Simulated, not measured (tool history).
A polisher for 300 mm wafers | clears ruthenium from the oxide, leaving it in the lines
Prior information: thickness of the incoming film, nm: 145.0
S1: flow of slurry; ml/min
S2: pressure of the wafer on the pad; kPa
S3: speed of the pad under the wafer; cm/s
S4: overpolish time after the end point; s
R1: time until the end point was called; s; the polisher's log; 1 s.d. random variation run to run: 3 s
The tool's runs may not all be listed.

{"run": 1, "hour": 0.0, "S1": 225, "S2": 17.2, "S3": 110, "S4": 40, "R1": 121.29}
{"run": 2, "hour": 5.6, "S1": 225, "S2": 17.2, "S3": 134, "S4": 40, "R1": 103.42}
{"run": 3, "hour": 7.3, "S1": 225, "S2": 15.2, "S3": 132, "S4": 40, "R1": 116.31}
{"run": 4, "hour": 8.1, "S1": 225, "S2": 15.2, "S3": 132, "S4": 43, "R1": 118.6}
{"run": 5, "hour": 11.7, "S1": 225, "S2": 13.8, "S3": 130, "S4": 43, "R1": 128.04}
{"run": 6, "hour": 13.7, "S1": 225, "S2": 12.4, "S3": 128, "S4": 43, "R1": 147.75}
{"run": 7, "hour": 16.7, "S1": 225, "S2": 11.7, "S3": 128, "S4": 43, "R1": 154.07}

Run 8 comes next. What will it give?
{"run": 8, "hour": 18.0, "S1": 225, "S2": 11.0, "S3": 128, "S4": 43, "R1": "?"}

R1: 160.14 s
